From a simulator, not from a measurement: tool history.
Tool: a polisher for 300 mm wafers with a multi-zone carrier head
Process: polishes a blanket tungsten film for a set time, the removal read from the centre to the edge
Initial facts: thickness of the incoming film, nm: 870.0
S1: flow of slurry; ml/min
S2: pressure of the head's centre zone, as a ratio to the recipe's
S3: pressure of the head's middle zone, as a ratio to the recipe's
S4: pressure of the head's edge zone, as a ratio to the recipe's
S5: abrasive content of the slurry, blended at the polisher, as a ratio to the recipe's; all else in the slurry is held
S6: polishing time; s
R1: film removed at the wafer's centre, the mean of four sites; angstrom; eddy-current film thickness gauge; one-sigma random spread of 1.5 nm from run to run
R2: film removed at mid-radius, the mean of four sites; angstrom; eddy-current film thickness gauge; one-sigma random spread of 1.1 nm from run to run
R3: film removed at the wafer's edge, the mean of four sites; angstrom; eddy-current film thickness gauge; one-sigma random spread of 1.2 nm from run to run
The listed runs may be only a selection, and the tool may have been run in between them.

run,hour,S1,S2,S3,S4,S5,S6,R1,R2,R3
1,0,195,1,1,1,1,72,2191.9,2189.1,2122.8
2,5.4,190,1.01,0.96,0.96,0.85,69,2009.3,1960,1927.9
3,6.9,185,1.04,0.93,0.93,0.75,66,1855.8,1757,1744.3
4,10.2,185,1.04,0.93,0.93,0.75,77,2153.8,2068.5,2057.7
5,19,225,1.04,0.93,0.93,0.75,77,2234.5,2104.2,2111.4
6,22.3,215,1.07,0.9,0.9,0.7,73,2130.9,1868.7,1914.3
7,29.7,205,1.08,0.88,0.88,0.65,70,2029.9,1729.8,1791.6
8,33.7,195,1.08,0.87,0.86,0.6,68,1869.5,1621.4,1668.4
9,41.3,185,1.09,0.86,0.85,0.55,67,1809.9,1538.9,1577.6

Predict the results of run 10:
10,46.9,130,1.09,0.81,0.81,0.5,67,?,?,?

R1: 1623.2 angstrom
R2: 1317.3 angstrom
R3: 1410.5 angstrom
